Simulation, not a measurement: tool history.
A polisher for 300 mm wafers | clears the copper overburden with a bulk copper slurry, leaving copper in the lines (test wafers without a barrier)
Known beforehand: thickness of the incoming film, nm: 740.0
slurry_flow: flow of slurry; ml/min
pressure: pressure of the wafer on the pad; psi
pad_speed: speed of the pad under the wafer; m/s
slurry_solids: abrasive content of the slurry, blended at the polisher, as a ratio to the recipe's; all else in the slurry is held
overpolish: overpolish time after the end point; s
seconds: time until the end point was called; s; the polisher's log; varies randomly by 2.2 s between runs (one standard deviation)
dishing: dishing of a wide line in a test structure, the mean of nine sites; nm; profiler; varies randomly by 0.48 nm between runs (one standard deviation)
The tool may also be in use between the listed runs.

Run 1, hour 0.0: slurry_flow 180 ml/min, pressure 2.4 psi, pad_speed 1.12 m/s, slurry_solids 1.00, overpolish 20 s. Result: seconds 74.575 s, dishing 107.600 nm.
Run 2, hour 2.4: slurry_flow 180 ml/min, pressure 2.0 psi, pad_speed 1.10 m/s, slurry_solids 1.00, overpolish 16 s. Result: seconds 89.712 s, dishing 84.199 nm.
Run 3, hour 6.2: slurry_flow 180 ml/min, pressure 1.5 psi, pad_speed 1.10 m/s, slurry_solids 1.00, overpolish 16 s. Result: seconds 113.570 s, dishing 67.371 nm.
Run 4, hour 11.0: slurry_flow 160 ml/min, pressure 1.5 psi, pad_speed 1.10 m/s, slurry_solids 1.00, overpolish 16 s. Result: seconds 116.530 s, dishing 66.831 nm.
Run 5, hour 11.7: slurry_flow 160 ml/min, pressure 1.5 psi, pad_speed 0.82 m/s, slurry_solids 1.00, overpolish 16 s. Result: seconds 148.740 s, dishing 54.725 nm.
Run 6, hour 15.5: slurry_flow 165 ml/min, pressure 1.4 psi, pad_speed 0.86 m/s, slurry_solids 1.15, overpolish 13 s. Result: seconds 143.500 s, dishing 47.886 nm.

Forecast run 7:
Run 7, hour 24.5: slurry_flow 180 ml/min, pressure 1.5 psi, pad_speed 0.86 m/s, slurry_solids 1.25, overpolish 11 s. Result: seconds ?, dishing ?.

Run 7 measured seconds 127.240 s, dishing 44.949 nm.

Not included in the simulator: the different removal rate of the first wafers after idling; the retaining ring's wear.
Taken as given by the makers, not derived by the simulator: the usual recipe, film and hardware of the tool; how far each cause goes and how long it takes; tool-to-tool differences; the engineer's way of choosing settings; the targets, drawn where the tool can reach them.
